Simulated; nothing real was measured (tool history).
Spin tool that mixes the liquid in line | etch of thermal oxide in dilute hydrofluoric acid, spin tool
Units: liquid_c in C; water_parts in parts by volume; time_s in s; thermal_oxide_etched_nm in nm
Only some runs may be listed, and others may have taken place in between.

run 1 hour=0 | liquid_c=21 water_parts=295 time_s=60 | thermal_oxide_etched_nm=0.61568
run 2 hour=5.2 | liquid_c=23.5 water_parts=295 time_s=60 | thermal_oxide_etched_nm=0.65489
run 3 hour=11 | liquid_c=24.5 water_parts=260 time_s=60 | thermal_oxide_etched_nm=0.82951
run 4 hour=18.2 | liquid_c=27 water_parts=260 time_s=60 | thermal_oxide_etched_nm=0.9027
run 5 hour=24.6 | liquid_c=27 water_parts=155 time_s=60 | thermal_oxide_etched_nm=1.6088
run 6 hour=32.2 | liquid_c=27 water_parts=145 time_s=60 | thermal_oxide_etched_nm=1.7972
run 7 hour=39.9 | liquid_c=27 water_parts=140 time_s=60 | thermal_oxide_etched_nm=1.8709

The next listed run, before its measurement:
run 8 hour=43.2 | liquid_c=27 water_parts=135 time_s=60 | thermal_oxide_etched_nm=?

Logged for run 8: thermal_oxide_etched_nm 1.895 nm.
